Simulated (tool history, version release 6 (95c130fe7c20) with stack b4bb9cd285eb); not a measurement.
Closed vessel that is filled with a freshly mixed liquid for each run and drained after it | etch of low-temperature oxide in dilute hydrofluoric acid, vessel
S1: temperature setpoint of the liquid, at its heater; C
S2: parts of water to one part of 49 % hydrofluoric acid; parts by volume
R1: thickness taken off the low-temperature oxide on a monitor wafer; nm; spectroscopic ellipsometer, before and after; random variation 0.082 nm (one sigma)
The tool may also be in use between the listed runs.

Run 1, hour 0: S1 24 C, S2 180 parts by volume, time in the liquid (s) 305. Result: R1 16.853 nm.
Run 2, hour 7.9: S1 24 C, S2 180 parts by volume, time in the liquid (s) 305. Result: R1 17.422 nm.
Run 3, hour 11.7: S1 26.5 C, S2 180 parts by volume, time in the liquid (s) 305. Result: R1 18.485 nm.
Run 4, hour 13.9: S1 28 C, S2 180 parts by volume, time in the liquid (s) 305. Result: R1 19.529 nm.
Run 5, hour 15.2: S1 28 C, S2 220 parts by volume, time in the liquid (s) 305. Result: R1 15.43 nm.
Run 6, hour 19.6: S1 28 C, S2 220 parts by volume, time in the liquid (s) 325. Result: R1 16.729 nm.
Run 7, hour 24.1: S1 25 C, S2 225 parts by volume, time in the liquid (s) 325. Result: R1 14.593 nm.
Run 8, hour 26.2: S1 22.5 C, S2 230 parts by volume, time in the liquid (s) 325. Result: R1 12.803 nm.
Run 9, hour 29.7: S1 21 C, S2 230 parts by volume, time in the liquid (s) 325. Result: R1 12.07 nm.
Run 10, hour 36.8: S1 20 C, S2 230 parts by volume, time in the liquid (s) 325. Result: R1 11.762 nm.
Run 11, hour 38.4: S1 19 C, S2 230 parts by volume, time in the liquid (s) 325. Result: R1 11.403 nm.
Run 12, hour 41.5: S1 18.5 C, S2 230 parts by volume, time in the liquid (s) 325. Result: R1 11.043 nm.

Forecast run 13:
Run 13, hour 46.2: S1 18 C, S2 230 parts by volume, time in the liquid (s) 325. Result: R1 ?.

{"run 13": {"R1": 10.925}}

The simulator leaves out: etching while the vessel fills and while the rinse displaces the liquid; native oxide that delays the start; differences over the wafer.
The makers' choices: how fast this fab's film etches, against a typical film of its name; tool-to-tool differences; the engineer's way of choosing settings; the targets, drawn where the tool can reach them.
